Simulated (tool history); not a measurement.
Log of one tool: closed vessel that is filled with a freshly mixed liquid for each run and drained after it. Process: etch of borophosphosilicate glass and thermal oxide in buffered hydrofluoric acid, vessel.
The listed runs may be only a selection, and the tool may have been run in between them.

run,hour,temperature setpoint of the liquid (C),parts of 40 % ammonium fluoride to one part of 49 % hydrofluoric acid (parts by volume),time in the liquid (s),thickness taken off the borophosphosilicate glass on a monitor wafer (angstrom),thickness taken off the thermal oxide on a monitor wafer (angstrom)
1,0,20,18.5,60,530.19,285.57
2,6.3,20,18.5,80,716.08,374.89
3,7.8,20,20.5,80,643.84,343.57
4,12.6,19.5,22,80,601.65,310.7
5,17.6,19.5,23,80,579.68,313.01
6,25,19.5,23,95,690.34,371.6

What does the tool deliver on the next run?
7,28.2,17,29,65,?,?

thickness taken off the borophosphosilicate glass on a monitor wafer (angstrom): 353.29
thickness taken off the thermal oxide on a monitor wafer (angstrom): 184.16

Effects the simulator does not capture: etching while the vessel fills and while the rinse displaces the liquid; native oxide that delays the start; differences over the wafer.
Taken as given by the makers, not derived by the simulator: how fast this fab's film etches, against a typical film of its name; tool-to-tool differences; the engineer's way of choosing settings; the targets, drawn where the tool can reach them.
